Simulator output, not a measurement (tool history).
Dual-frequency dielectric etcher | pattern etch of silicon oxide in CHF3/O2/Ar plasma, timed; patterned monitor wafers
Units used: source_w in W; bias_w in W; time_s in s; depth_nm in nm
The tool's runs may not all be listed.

run  hour  source_w  bias_w  time_s  depth_nm
  1   0.0       870     225   356.5    986.39
  2   1.2       870     211   356.5    965.58
  3   9.1       760     204   356.0    890.86
  4  16.2       670     204   356.0    846.73
  5  23.0       670     204   325.5    769.01
  6  27.4       670     204   325.5    771.22
  7  34.6       690     204   325.5    780.28

What will run 8 give?
     42.1  -- source power generator calibrated
  8  42.1       710     204   325.5         ?

For run 8 the tool returned depth_nm 781.42 nm.
